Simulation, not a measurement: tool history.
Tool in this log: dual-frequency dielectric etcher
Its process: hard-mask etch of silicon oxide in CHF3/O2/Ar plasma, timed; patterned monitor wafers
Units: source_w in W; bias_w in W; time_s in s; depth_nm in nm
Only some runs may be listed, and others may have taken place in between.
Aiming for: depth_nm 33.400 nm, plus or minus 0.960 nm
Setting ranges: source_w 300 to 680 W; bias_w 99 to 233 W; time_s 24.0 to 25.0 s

run	hour	source_w	bias_w	time_s	depth_nm
1	0.0	490	166	24.0	40.949
2	4.2	540	166	24.0	43.380
3	7.7	540	152	24.0	41.392
4	10.2	540	122	24.0	38.306
5	16.1	520	119	24.0	37.033
6	19.6	500	117	24.0	36.057
7	23.2	420	107	24.0	31.762
8	28.1	430	108	24.0	32.224

Exercise: of the 5 proposed moves below, exactly one satisfies all targets within the stated allowed misses. Which move is it?
A	33.0	400	105	24.0	?
B	33.0	390	103	25.0	?
C	33.0	410	104	24.5	?
D	33.0	410	103	24.5	?
E	33.0	500	99	24.0	?

move	depth_nm
A	30.526
B	31.097
C	31.485
D	31.365
E	33.744
A: lands further from the targets than the last run did
B: lands further from the targets than the last run did
C: lands further from the targets than the last run did
D: lands further from the targets than the last run did
E: every result within its allowed miss
The move that meets every target is E.
